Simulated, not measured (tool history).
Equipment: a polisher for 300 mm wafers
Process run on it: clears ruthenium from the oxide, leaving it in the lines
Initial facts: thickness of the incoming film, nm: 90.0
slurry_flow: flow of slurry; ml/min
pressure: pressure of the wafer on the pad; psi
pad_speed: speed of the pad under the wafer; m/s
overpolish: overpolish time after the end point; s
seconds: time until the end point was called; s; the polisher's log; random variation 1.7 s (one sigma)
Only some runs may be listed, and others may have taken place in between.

run 1 day=0 | slurry_flow=315 pressure=1.5 pad_speed=0.92 overpolish=10 | seconds=109.58
run 2 day=0.188 | slurry_flow=315 pressure=1.4 pad_speed=0.92 overpolish=10 | seconds=116.48
run 3 day=0.396 | slurry_flow=315 pressure=1.3 pad_speed=0.92 overpolish=10 | seconds=125.44
run 4 day=0.492 | slurry_flow=315 pressure=1.3 pad_speed=0.92 overpolish=10 | seconds=126.54
run 5 day=0.55 | slurry_flow=360 pressure=1.3 pad_speed=0.92 overpolish=10 | seconds=125.92
run 6 day=0.7 | slurry_flow=300 pressure=1.3 pad_speed=0.92 overpolish=10 | seconds=126.17

Expected results for the next run?
run 7 day=0.771 | slurry_flow=300 pressure=1.2 pad_speed=0.92 overpolish=10 | seconds=?

seconds: 135.6 s
